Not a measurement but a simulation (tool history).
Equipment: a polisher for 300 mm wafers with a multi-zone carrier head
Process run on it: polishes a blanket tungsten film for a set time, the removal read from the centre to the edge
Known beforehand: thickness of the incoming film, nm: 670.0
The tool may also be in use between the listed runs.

run,day,flow of slurry (ml/min),pressure of the head's centre zone,pressure of the head's middle zone,pressure of the head's edge zone,abrasive content of the slurry,polishing time (s),film removed at the wafer's centre (nm),film removed at mid-radius (nm),film removed at the wafer's edge (nm)
1,0.000,250,1.00,1.00,1.00,1.00,53,207.78,207.60,211.67
2,0.371,250,0.97,1.00,1.00,1.00,53,205.61,210.98,210.19
3,0.742,245,0.97,0.99,1.03,1.05,54,207.93,213.46,222.96
4,0.992,245,0.98,0.99,1.05,1.15,55,221.32,228.29,235.24
5,1.025,245,0.98,0.99,1.09,1.15,55,222.64,230.85,232.46
6,1.238,245,0.95,0.99,1.09,1.15,55,221.19,228.88,235.42

Predict the results of run 7:
7,1.488,245,0.94,0.97,1.09,1.20,56,?,?,?

Run 7 produced film removed at the wafer's centre (nm) 224.59, film removed at mid-radius (nm) 224.70, film removed at the wafer's edge (nm) 243.55.

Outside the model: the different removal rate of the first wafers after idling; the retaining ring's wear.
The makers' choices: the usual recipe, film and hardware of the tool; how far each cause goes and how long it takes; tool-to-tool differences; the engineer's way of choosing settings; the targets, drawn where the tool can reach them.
